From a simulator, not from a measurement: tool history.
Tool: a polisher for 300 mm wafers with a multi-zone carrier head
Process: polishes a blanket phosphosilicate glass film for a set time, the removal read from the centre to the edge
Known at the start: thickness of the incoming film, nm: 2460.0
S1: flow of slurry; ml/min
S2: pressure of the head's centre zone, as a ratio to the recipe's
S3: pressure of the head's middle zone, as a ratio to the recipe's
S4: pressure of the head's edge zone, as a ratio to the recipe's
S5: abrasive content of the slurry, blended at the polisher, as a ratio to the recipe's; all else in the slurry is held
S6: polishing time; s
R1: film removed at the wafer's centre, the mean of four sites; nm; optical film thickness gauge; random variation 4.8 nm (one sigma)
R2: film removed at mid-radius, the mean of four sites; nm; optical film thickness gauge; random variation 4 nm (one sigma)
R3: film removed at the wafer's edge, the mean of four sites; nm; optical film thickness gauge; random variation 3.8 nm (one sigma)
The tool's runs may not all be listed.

Run 1, day 0.000: S1 180 ml/min, S2 1.00, S3 1.00, S4 1.00, S5 1.00, S6 87 s. Result: R1 749.12 nm, R2 738.72 nm, R3 729.52 nm.
Run 2, day 0.225: S1 180 ml/min, S2 1.00, S3 1.00, S4 1.00, S5 0.80, S6 87 s. Result: R1 648.75 nm, R2 644.13 nm, R3 646.72 nm.
Run 3, day 0.546: S1 180 ml/min, S2 1.00, S3 1.00, S4 1.00, S5 0.80, S6 72 s. Result: R1 544.02 nm, R2 535.76 nm, R3 530.36 nm.
Run 4, day 0.700: S1 180 ml/min, S2 0.99, S3 1.02, S4 0.96, S5 0.70, S6 71 s. Result: R1 476.75 nm, R2 492.06 nm, R3 474.99 nm.
Run 5, day 0.779: S1 180 ml/min, S2 0.99, S3 1.02, S4 0.96, S5 0.70, S6 86 s. Result: R1 584.74 nm, R2 600.54 nm, R3 568.82 nm.
Run 6, day 0.996: S1 175 ml/min, S2 0.98, S3 1.02, S4 0.92, S5 0.65, S6 83 s. Result: R1 524.42 nm, R2 550.21 nm, R3 505.67 nm.
Run 7, day 1.371: S1 165 ml/min, S2 0.97, S3 1.00, S4 0.89, S5 0.60, S6 82 s. Result: R1 476.69 nm, R2 494.51 nm, R3 460.00 nm.
Run 8, day 1.483: S1 155 ml/min, S2 0.96, S3 1.00, S4 0.87, S5 0.60, S6 82 s. Result: R1 470.35 nm, R2 490.70 nm, R3 446.51 nm.
Run 9, day 1.571: S1 145 ml/min, S2 0.94, S3 0.99, S4 0.85, S5 0.60, S6 82 s. Result: R1 448.83 nm, R2 481.12 nm, R3 443.93 nm.

Run 10 comes next. What will it give?
Run 10, day 1.662: S1 145 ml/min, S2 0.94, S3 0.99, S4 0.84, S5 0.55, S6 81 s. Result: R1 ?, R2 ?, R3 ?.

R1: 414.84 nm
R2: 439.74 nm
R3: 404.35 nm

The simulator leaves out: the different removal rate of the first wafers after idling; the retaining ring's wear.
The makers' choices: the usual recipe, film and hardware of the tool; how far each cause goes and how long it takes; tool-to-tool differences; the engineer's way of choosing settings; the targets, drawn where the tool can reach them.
